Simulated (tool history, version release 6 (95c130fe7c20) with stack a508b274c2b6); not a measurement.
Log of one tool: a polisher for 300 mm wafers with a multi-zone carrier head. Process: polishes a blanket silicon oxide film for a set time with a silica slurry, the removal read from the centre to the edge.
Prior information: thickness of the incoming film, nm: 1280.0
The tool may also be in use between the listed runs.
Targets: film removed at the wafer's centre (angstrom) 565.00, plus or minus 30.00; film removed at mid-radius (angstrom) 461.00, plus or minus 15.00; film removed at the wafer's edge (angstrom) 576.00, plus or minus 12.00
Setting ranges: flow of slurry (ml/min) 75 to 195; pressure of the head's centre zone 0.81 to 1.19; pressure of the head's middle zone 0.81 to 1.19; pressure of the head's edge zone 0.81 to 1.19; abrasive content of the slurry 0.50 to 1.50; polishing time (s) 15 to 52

| run | hour | flow of slurry (ml/min) | pressure of the head's centre zone | pressure of the head's middle zone | pressure of the head's edge zone | abrasive content of the slurry | polishing time (s) | film removed at the wafer's centre (angstrom) | film removed at mid-radius (angstrom) | film removed at the wafer's edge (angstrom) |
|---|---|---|---|---|---|---|---|---|---|---|
| 1 | 0.0 | 125 | 1.00 | 1.00 | 1.00 | 1.00 | 33 | 1217.00 | 1183.00 | 1158.70 |
| 2 | 5.9 | 100 | 1.00 | 1.00 | 1.00 | 1.00 | 33 | 1124.20 | 1113.70 | 1118.40 |
| 3 | 7.9 | 100 | 1.07 | 1.00 | 1.00 | 1.00 | 33 | 1264.70 | 1102.40 | 1138.80 |
| 4 | 11.2 | 100 | 1.07 | 1.04 | 1.00 | 1.00 | 33 | 1202.00 | 1155.40 | 1122.00 |
| 5 | 18.2 | 95 | 1.05 | 1.02 | 1.00 | 0.95 | 32 | 1113.20 | 1068.10 | 1065.00 |
| 6 | 26.8 | 95 | 1.04 | 1.00 | 1.00 | 0.90 | 31 | 1041.90 | 980.84 | 1007.60 |
| 7 | 30.9 | 95 | 1.03 | 0.98 | 0.99 | 0.85 | 30 | 980.95 | 915.26 | 941.54 |
| 8 | 39.3 | 75 | 1.01 | 0.88 | 1.09 | 0.60 | 20 | 516.93 | 455.13 | 537.20 |
| 9 | 45.9 | 75 | 1.01 | 0.88 | 1.10 | 0.60 | 20 | 506.28 | 454.26 | 545.55 |
| 10 | 50.8 | 75 | 1.02 | 0.88 | 1.10 | 0.60 | 20 | 499.63 | 446.04 | 541.60 |
| 11 | 55.3 | 80 | 1.03 | 0.88 | 1.10 | 0.60 | 20 | 536.36 | 458.02 | 542.37 |
| 12 | 62.7 | 95 | 1.02 | 0.83 | 1.18 | 0.65 | 20 | 569.26 | 467.22 | 607.17 |
| 13 | 65.3 | 95 | 1.02 | 0.83 | 1.17 | 0.65 | 20 | 583.47 | 465.73 | 607.18 |
| 14 | 73.4 | 90 | 1.03 | 0.84 | 1.14 | 0.65 | 20 | 572.21 | 460.16 | 592.67 |

Pick the move, out of 4, that brings all results within their allowed miss; only one does.
| A | 81.5 | 75 | 1.02 | 0.81 | 1.16 | 0.50 | 24 | ? | ? | ? |
| B | 81.5 | 80 | 0.96 | 0.81 | 1.18 | 0.70 | 20 | ? | ? | ? |
| C | 81.5 | 85 | 1.04 | 0.84 | 1.13 | 0.80 | 18 | ? | ? | ? |
| D | 81.5 | 130 | 1.14 | 0.84 | 1.12 | 0.60 | 19 | ? | ? | ? |

| move | film removed at the wafer's centre (angstrom) | film removed at mid-radius (angstrom) | film removed at the wafer's edge (angstrom) |
|---|---|---|---|
| A | 561.12 | 452.43 | 604.95 |
| B | 531.49 | 454.51 | 609.62 |
| C | 561.54 | 455.05 | 577.06 |
| D | 624.09 | 454.85 | 559.17 |
A: misses by more than the last run did
B: misses by more than the last run did
C: every result within its allowed miss
D: takes the result that was furthest off past its target
Move C is the one to make.

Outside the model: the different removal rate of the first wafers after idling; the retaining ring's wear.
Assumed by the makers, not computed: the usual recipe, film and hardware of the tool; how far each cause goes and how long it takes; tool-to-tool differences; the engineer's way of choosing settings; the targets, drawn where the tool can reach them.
